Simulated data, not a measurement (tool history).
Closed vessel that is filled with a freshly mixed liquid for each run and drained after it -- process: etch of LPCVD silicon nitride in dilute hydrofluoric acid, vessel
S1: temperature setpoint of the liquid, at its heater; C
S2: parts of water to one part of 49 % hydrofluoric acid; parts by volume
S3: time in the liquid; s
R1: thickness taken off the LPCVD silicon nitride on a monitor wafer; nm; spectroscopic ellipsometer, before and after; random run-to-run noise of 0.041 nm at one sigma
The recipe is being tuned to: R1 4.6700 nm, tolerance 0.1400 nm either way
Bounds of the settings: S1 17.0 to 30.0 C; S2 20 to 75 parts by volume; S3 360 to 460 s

{"run": 1, "day": 0.0, "S1": 22.0, "S2": 45, "S3": 460, "R1": 4.0287}
{"run": 2, "day": 0.142, "S1": 22.0, "S2": 45, "S3": 360, "R1": 3.2059}
{"run": 3, "day": 0.196, "S1": 23.0, "S2": 45, "S3": 360, "R1": 3.404}
{"run": 4, "day": 0.521, "S1": 24.0, "S2": 45, "S3": 360, "R1": 3.6682}
{"run": 5, "day": 0.917, "S1": 26.0, "S2": 45, "S3": 360, "R1": 4.0748}
{"run": 6, "day": 1.029, "S1": 26.5, "S2": 45, "S3": 360, "R1": 4.2968}
{"run": 7, "day": 1.288, "S1": 26.5, "S2": 45, "S3": 360, "R1": 4.3128}
{"run": 8, "day": 1.388, "S1": 27.0, "S2": 45, "S3": 360, "R1": 4.4999}

4 candidate next runs follow, results not yet known. Just one meets every target within its allowed miss. Identify it.
{"run": "A", "day": 1.488, "S1": 27.0, "S2": 45, "S3": 405, "R1": "?"}
{"run": "B", "day": 1.488, "S1": 28.5, "S2": 60, "S3": 420, "R1": "?"}
{"run": "C", "day": 1.488, "S1": 25.5, "S2": 45, "S3": 420, "R1": "?"}
{"run": "D", "day": 1.488, "S1": 29.5, "S2": 50, "S3": 390, "R1": "?"}

move=A R1=4.8838
move=B R1=4.2075
move=C R1=4.5839
move=D R1=4.9928
A: the result that was furthest off in the last run now lies on the other side of its target
B: further off than the last run
C: meets every target
D: the result that was furthest off in the last run now lies on the other side of its target
So the answer is move C, the one that meets all the targets.
